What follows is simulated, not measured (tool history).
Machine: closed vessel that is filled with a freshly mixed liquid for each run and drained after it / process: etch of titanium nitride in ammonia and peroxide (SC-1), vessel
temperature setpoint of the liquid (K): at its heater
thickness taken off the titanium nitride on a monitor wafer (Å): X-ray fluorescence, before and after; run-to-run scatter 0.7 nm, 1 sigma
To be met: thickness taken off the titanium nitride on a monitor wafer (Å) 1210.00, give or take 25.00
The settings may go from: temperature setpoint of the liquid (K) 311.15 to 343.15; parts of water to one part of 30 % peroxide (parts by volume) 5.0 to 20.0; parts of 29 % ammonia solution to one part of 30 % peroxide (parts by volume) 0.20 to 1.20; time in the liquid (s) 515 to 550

| run | hour | temperature setpoint of the liquid (K) | parts of water to one part of 30 % peroxide (parts by volume) | parts of 29 % ammonia solution to one part of 30 % peroxide (parts by volume) | time in the liquid (s) | thickness taken off the titanium nitride on a monitor wafer (Å) |
|---|---|---|---|---|---|---|
| 1 | 0.0 | 327.15 | 11.0 | 1.00 | 515 | 566.19 |
| 2 | 7.2 | 327.15 | 11.0 | 1.00 | 550 | 604.67 |
| 3 | 15.9 | 334.15 | 11.0 | 1.00 | 550 | 975.50 |
| 4 | 22.2 | 334.15 | 11.0 | 1.15 | 550 | 991.44 |
| 5 | 27.8 | 334.15 | 11.0 | 1.00 | 550 | 974.49 |
| 6 | 31.4 | 334.65 | 11.0 | 1.00 | 550 | 1010.00 |
| 7 | 38.4 | 335.15 | 11.0 | 1.00 | 550 | 1027.50 |
| 8 | 46.2 | 335.65 | 11.0 | 1.00 | 550 | 1071.60 |
| 9 | 49.0 | 336.15 | 11.0 | 1.00 | 550 | 1103.50 |
| 10 | 56.6 | 337.15 | 11.0 | 1.00 | 550 | 1170.20 |

4 candidate next runs follow, results not yet known. Just one meets every target within its allowed miss. Identify it.
| A | 64.2 | 336.65 | 9.0 | 0.90 | 515 | ? |
| B | 64.2 | 341.15 | 14.5 | 0.90 | 515 | ? |
| C | 64.2 | 334.15 | 6.5 | 1.05 | 550 | ? |
| D | 64.2 | 338.65 | 13.0 | 0.90 | 550 | ? |

| move | thickness taken off the titanium nitride on a monitor wafer (Å) |
|---|---|
| A | 1159.10 |
| B | 1206.40 |
| C | 1256.40 |
| D | 1165.90 |
A: misses by more than the last run did
B: meets every target
C: takes the biggest miss from the last run beyond its target
D: misses by more than the last run did
B meets every target.
